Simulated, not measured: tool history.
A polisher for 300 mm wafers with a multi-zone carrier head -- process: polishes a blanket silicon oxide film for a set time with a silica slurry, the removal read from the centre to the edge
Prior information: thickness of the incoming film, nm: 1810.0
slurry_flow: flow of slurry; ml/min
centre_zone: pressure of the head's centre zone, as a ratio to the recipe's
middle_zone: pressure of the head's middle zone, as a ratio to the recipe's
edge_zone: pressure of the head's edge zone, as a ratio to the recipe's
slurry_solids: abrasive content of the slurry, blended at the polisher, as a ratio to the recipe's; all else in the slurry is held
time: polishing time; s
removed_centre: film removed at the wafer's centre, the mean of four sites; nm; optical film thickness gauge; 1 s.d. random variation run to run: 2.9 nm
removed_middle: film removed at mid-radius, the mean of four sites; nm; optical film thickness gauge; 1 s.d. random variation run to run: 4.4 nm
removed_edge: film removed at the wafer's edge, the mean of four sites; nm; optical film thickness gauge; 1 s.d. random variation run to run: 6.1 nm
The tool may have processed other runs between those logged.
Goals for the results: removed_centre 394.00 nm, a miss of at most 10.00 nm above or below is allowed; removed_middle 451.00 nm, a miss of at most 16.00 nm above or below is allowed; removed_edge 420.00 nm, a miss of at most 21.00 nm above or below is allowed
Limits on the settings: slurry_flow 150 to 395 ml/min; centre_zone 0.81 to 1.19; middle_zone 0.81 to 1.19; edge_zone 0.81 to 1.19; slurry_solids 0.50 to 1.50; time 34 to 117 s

run	hour	slurry_flow	centre_zone	middle_zone	edge_zone	slurry_solids	time	removed_centre	removed_middle	removed_edge
1	0.0	250	1.00	1.00	1.00	1.00	75	286.61	285.33	291.28
2	0.9	250	0.92	1.00	1.00	1.00	75	265.70	288.40	289.68
3	4.4	260	0.95	1.05	1.04	1.15	76	295.17	315.16	307.89
4	6.7	260	0.95	1.05	1.04	1.00	76	277.30	304.89	306.54
5	8.8	260	0.95	1.05	1.04	1.00	64	234.67	253.39	259.93
6	16.1	260	0.95	1.05	1.10	1.00	64	236.48	248.42	266.96
7	24.9	300	1.00	1.15	1.08	1.25	84	351.20	379.86	367.76
8	28.6	300	0.99	1.16	1.08	1.30	86	364.38	398.07	379.58
9	31.4	300	0.98	1.17	1.09	1.35	87	369.91	406.84	397.43
10	38.8	305	0.97	1.18	1.07	1.40	88	375.53	415.62	408.68
11	46.5	290	0.96	1.18	1.03	1.40	90	380.63	418.40	398.53
12	54.1	300	0.95	1.18	1.02	1.40	91	384.47	440.49	409.06
13	60.0	305	0.95	1.18	1.02	1.40	91	381.74	433.77	414.29

5 candidate next runs follow, results not yet known. Just one meets every target within its allowed miss. Identify it.
A	65.9	275	0.84	1.19	1.04	1.30	100	?	?	?
B	65.9	225	0.93	1.16	0.97	1.50	96	?	?	?
C	65.9	275	0.87	1.19	0.92	1.35	97	?	?	?
D	65.9	335	0.90	1.19	1.07	1.15	99	?	?	?
E	65.9	260	1.04	1.10	1.10	1.50	89	?	?	?

move	removed_centre	removed_middle	removed_edge
A	370.67	471.04	433.89
B	395.16	457.91	415.79
C	374.59	462.96	402.16
D	378.71	454.45	422.80
E	408.74	419.78	415.33
A: moves away from the targets compared with the last run
B: every result within its allowed miss
C: moves away from the targets compared with the last run
D: moves away from the targets compared with the last run
E: carries the result that was furthest off beyond its target, to the other side
The right move is B.
